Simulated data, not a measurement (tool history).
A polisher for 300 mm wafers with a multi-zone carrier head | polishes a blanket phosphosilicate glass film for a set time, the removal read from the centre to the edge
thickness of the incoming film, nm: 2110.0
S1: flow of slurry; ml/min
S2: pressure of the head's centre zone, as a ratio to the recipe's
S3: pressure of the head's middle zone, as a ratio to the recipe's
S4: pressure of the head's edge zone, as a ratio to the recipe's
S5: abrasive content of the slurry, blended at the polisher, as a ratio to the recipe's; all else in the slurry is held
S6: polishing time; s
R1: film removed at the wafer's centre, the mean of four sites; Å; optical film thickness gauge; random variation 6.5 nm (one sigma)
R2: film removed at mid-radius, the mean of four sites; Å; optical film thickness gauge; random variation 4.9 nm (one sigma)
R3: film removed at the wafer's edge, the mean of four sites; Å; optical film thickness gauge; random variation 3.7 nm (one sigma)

run  hour   S1    S2    S3    S4    S5   S6      R1      R2      R3
  1     0  190     1     1     1     1   85  3597.7  3590.8  3588.7
  2   4.4  195  1.01  1.02  1.02  1.05   85  3799.8  3766.4  3768.7
  3   6.6  195  1.01  1.02  1.02  1.05  105    4572    4606  4596.4
  4   9.6  195  1.01  1.02  1.02   0.9  105  4238.2  4153.2  4168.3
  5  17.7  195  1.01  1.05  1.02   0.9  105  4219.8  4202.8  4137.5
  6  21.4  200  1.01  1.07  1.02  0.95  105  4365.3    4394  4282.8
  7    22  205  1.01  1.08  1.02     1  105  4602.6  4670.6  4557.2
  8  25.2  215  1.01   1.1  1.01     1  105    4714  4773.9  4517.9

Run 9 comes next. What will it give?
  9  33.9  225  1.01  1.11  1.01   1  105   ?   ?   ?

{"run 9": {"R1": 4552.1, "R2": 4811.4, "R3": 4503.1}}
